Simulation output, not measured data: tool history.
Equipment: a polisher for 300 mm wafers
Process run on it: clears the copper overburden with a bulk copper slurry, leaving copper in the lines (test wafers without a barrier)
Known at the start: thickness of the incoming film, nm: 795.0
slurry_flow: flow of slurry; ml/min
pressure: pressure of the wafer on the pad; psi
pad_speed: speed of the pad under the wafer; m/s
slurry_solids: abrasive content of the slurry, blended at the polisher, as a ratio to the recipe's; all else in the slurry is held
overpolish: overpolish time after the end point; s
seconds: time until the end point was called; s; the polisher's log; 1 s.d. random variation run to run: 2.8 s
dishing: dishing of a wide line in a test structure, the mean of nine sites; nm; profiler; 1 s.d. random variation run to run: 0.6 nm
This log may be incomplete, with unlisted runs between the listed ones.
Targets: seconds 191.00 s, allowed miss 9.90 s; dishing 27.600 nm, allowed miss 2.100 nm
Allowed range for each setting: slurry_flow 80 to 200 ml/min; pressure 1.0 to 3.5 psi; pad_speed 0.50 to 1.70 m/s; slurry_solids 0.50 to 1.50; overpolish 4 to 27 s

| run | hour | slurry_flow | pressure | pad_speed | slurry_solids | overpolish | seconds | dishing |
|---|---|---|---|---|---|---|---|---|
| 1 | 0.0 | 130 | 2.2 | 1.10 | 1.00 | 14 | 115.24 | 61.458 |
| 2 | 4.3 | 130 | 2.1 | 1.10 | 1.00 | 13 | 123.12 | 57.159 |
| 3 | 6.7 | 130 | 2.0 | 1.10 | 1.00 | 12 | 124.67 | 50.261 |
| 4 | 10.1 | 130 | 1.9 | 1.10 | 1.00 | 12 | 128.13 | 48.259 |
| 5 | 16.1 | 130 | 1.8 | 1.10 | 1.00 | 12 | 132.77 | 47.925 |
| 6 | 21.4 | 130 | 1.7 | 1.08 | 1.00 | 12 | 145.78 | 46.356 |
| 7 | 28.9 | 130 | 1.7 | 1.08 | 1.00 | 12 | 144.34 | 47.944 |
| 8 | 31.3 | 130 | 1.6 | 1.08 | 1.00 | 11 | 151.14 | 40.724 |
| 9 | 36.5 | 130 | 1.6 | 1.08 | 1.00 | 11 | 146.21 | 42.324 |
| 10 | 43.3 | 130 | 1.5 | 1.08 | 1.00 | 11 | 153.56 | 39.541 |
| 11 | 46.5 | 130 | 1.5 | 1.08 | 1.00 | 11 | 154.93 | 39.793 |
| 12 | 51.5 | 130 | 1.4 | 1.08 | 1.00 | 11 | 161.24 | 39.368 |

Which single option among these 5 for the next run brings every result within its allowed miss of target? Just one does.
| A | 56.5 | 125 | 1.2 | 1.04 | 0.95 | 20 | ? | ? |
| B | 56.5 | 125 | 1.0 | 1.14 | 1.00 | 9 | ? | ? |
| C | 56.5 | 135 | 1.4 | 0.86 | 1.00 | 12 | ? | ? |
| D | 56.5 | 85 | 1.9 | 1.16 | 1.05 | 7 | ? | ? |
| E | 56.5 | 140 | 1.4 | 0.82 | 0.85 | 8 | ? | ? |

| move | seconds | dishing |
|---|---|---|
| A | 183.20 | 57.466 |
| B | 186.10 | 29.425 |
| C | 187.40 | 37.914 |
| D | 127.45 | 33.616 |
| E | 203.56 | 24.720 |
A: its largest miss is bigger than the last run's
B: every result lands within tolerance
C: closer than the last run, but not yet in spec
D: its largest miss is bigger than the last run's
E: moves the result that the last run missed by most past its target, out the other side
B meets every target.
